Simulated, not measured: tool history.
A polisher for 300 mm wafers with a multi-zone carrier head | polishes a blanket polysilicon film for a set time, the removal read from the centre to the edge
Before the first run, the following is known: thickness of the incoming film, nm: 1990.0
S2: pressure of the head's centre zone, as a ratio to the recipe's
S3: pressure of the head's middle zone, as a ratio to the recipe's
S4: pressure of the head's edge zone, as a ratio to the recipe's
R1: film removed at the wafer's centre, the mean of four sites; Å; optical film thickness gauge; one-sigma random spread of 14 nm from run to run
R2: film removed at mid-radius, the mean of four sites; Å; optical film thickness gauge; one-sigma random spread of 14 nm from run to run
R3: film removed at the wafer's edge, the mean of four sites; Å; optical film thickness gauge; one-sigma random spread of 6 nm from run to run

Run 1, hour 0.0: flow of slurry (ml/min) 190, S2 1.00, S3 1.00, S4 1.00, polishing time (s) 75. Result: R1 6937.5 Å, R2 7108.4 Å, R3 7060.4 Å.
Run 2, hour 1.7: flow of slurry (ml/min) 190, S2 1.00, S3 0.93, S4 1.00, polishing time (s) 75. Result: R1 6880.0 Å, R2 6647.1 Å, R3 7146.4 Å.
Run 3, hour 4.0: flow of slurry (ml/min) 200, S2 1.01, S3 0.97, S4 1.03, polishing time (s) 81. Result: R1 7615.1 Å, R2 7601.2 Å, R3 7819.1 Å.
Run 4, hour 9.1: flow of slurry (ml/min) 200, S2 1.01, S3 0.97, S4 1.10, polishing time (s) 81. Result: R1 7601.4 Å, R2 7436.2 Å, R3 8179.0 Å.
At hour 14.0: worn pad replaced by a new one.
Run 5, hour 14.0: flow of slurry (ml/min) 210, S2 1.02, S3 1.01, S4 1.11, polishing time (s) 84. Result: R1 8846.3 Å, R2 9087.3 Å, R3 9304.5 Å.
Run 6, hour 19.0: flow of slurry (ml/min) 210, S2 1.11, S3 1.01, S4 1.11, polishing time (s) 84. Result: R1 9600.0 Å, R2 9104.3 Å, R3 9188.2 Å.
Run 7, hour 22.1: flow of slurry (ml/min) 220, S2 1.09, S3 1.03, S4 1.11, polishing time (s) 84. Result: R1 9421.9 Å, R2 9242.5 Å, R3 9325.2 Å.
Run 8, hour 29.5: flow of slurry (ml/min) 230, S2 1.08, S3 1.05, S4 1.11, polishing time (s) 84. Result: R1 9343.7 Å, R2 9639.8 Å, R3 9399.3 Å.

Run 9 has not been measured yet. What should we expect?
Run 9, hour 33.5: flow of slurry (ml/min) 235, S2 1.08, S3 1.06, S4 1.11, polishing time (s) 84. Result: R1 ?, R2 ?, R3 ?.

Logged for run 9: R1 9365.3 Å, R2 9571.2 Å, R3 9362.4 Å.

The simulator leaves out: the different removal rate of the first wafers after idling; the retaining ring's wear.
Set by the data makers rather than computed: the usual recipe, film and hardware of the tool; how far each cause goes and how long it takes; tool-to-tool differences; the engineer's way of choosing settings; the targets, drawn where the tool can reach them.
